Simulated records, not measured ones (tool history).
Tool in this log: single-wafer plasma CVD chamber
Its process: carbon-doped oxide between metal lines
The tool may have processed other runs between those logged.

run,hour,heater temperature setpoint (K),chamber pressure (Torr),RF power (W),deposition time (s),mean film thickness on the monitor wafer (Å)
1,0.0,603.15,6.56,630,19.7,1395.8
2,4.4,603.15,6.56,555,19.7,1287.9
3,12.6,603.15,6.56,615,19.7,1378.7
4,18.5,603.15,7.21,615,19.7,1370.5
5,20.5,603.15,7.21,705,19.7,1513.8
6,22.6,601.15,7.23,710,19.7,1525.4

Run 7 has not been measured yet. What should we expect?
7,27.2,601.15,7.23,710,19.7,?

mean film thickness on the monitor wafer (Å): 1514.1
